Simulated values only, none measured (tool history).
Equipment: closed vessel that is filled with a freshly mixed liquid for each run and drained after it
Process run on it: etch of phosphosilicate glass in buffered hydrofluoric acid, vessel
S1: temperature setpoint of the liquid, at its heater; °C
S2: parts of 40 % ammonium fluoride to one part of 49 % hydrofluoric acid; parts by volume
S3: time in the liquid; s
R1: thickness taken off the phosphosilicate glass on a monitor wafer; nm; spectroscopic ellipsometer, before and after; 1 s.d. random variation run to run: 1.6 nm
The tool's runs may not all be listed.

{"run": 1, "hour": 0.0, "S1": 23, "S2": 17, "S3": 35, "R1": 127.03}
{"run": 2, "hour": 2.0, "S1": 19.5, "S2": 17, "S3": 35, "R1": 104.43}
{"run": 3, "hour": 5.9, "S1": 19.5, "S2": 20.5, "S3": 35, "R1": 88.746}
{"run": 4, "hour": 9.4, "S1": 19.5, "S2": 20.5, "S3": 35, "R1": 89.005}
{"run": 5, "hour": 17.5, "S1": 19.5, "S2": 20.5, "S3": 35, "R1": 87.047}
{"run": 6, "hour": 23.9, "S1": 19.5, "S2": 20.5, "S3": 35, "R1": 87.335}
{"run": 7, "hour": 31.6, "S1": 22.5, "S2": 19, "S3": 35, "R1": 110.61}
{"hour": 35.6, "done": "hydrofluoric acid flow meter replaced"}
{"run": 8, "hour": 35.6, "S1": 25, "S2": 18, "S3": 35, "R1": 129.42}
{"run": 9, "hour": 36.7, "S1": 26.5, "S2": 17, "S3": 35, "R1": 145.36}

Estimate the outcome of run 10 from the log above:
{"run": 10, "hour": 42.0, "S1": 30.5, "S2": 14, "S3": 35, "R1": "?"}

{"run 10": {"R1": 215.69}}
